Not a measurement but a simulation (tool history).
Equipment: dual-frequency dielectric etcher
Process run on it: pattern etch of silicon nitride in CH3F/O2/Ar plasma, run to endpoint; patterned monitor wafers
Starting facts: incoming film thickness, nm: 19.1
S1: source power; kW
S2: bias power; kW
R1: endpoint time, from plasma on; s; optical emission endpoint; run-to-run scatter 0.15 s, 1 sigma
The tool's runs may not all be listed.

run  hour    S1     S2      R1
  1     0  0.53  0.062  26.454
  2   7.5  0.59  0.062  25.882
  3  12.5  0.59  0.067  24.555
  4    15  0.67  0.067  24.046
  5  21.1  0.67  0.059  25.063
  6  27.3  0.67   0.05  26.302
  7  29.4  0.69  0.055  25.102

Run 8 has not been measured yet. What should we expect?
  8  33.5  0.7  0.058   ?

R1: 24.792 s
